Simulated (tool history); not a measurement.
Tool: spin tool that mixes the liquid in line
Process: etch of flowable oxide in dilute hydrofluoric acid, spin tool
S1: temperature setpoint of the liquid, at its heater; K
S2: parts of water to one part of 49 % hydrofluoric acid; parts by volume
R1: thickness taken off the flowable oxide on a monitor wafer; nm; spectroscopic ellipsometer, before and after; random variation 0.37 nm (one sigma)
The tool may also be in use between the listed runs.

{"run": 1, "hour": 0.0, "S1": 298.15, "S2": 285, "time under the liquid (s)": 255, "R1": 24.339}
{"run": 2, "hour": 1.9, "S1": 298.15, "S2": 285, "time under the liquid (s)": 270, "R1": 26.09}
{"run": 3, "hour": 5.7, "S1": 300.15, "S2": 255, "time under the liquid (s)": 270, "R1": 32.527}
{"run": 4, "hour": 14.2, "S1": 301.65, "S2": 235, "time under the liquid (s)": 270, "R1": 37.631}
{"run": 5, "hour": 16.2, "S1": 301.65, "S2": 235, "time under the liquid (s)": 255, "R1": 35.374}
{"run": 6, "hour": 24.4, "S1": 301.65, "S2": 285, "time under the liquid (s)": 255, "R1": 27.662}
{"run": 7, "hour": 31.9, "S1": 302.65, "S2": 250, "time under the liquid (s)": 255, "R1": 34.143}
{"run": 8, "hour": 40.3, "S1": 303.65, "S2": 230, "time under the liquid (s)": 255, "R1": 39.421}
{"run": 9, "hour": 43.4, "S1": 304.15, "S2": 215, "time under the liquid (s)": 255, "R1": 43.24}
{"run": 10, "hour": 50.9, "S1": 304.65, "S2": 205, "time under the liquid (s)": 255, "R1": 47.198}
{"run": 11, "hour": 51.8, "S1": 305.15, "S2": 200, "time under the liquid (s)": 255, "R1": 49.454}

The next listed run, before its measurement:
{"run": 12, "hour": 54.3, "S1": 305.65, "S2": 195, "time under the liquid (s)": 255, "R1": "?"}

{"run 12": {"R1": 51.944}}

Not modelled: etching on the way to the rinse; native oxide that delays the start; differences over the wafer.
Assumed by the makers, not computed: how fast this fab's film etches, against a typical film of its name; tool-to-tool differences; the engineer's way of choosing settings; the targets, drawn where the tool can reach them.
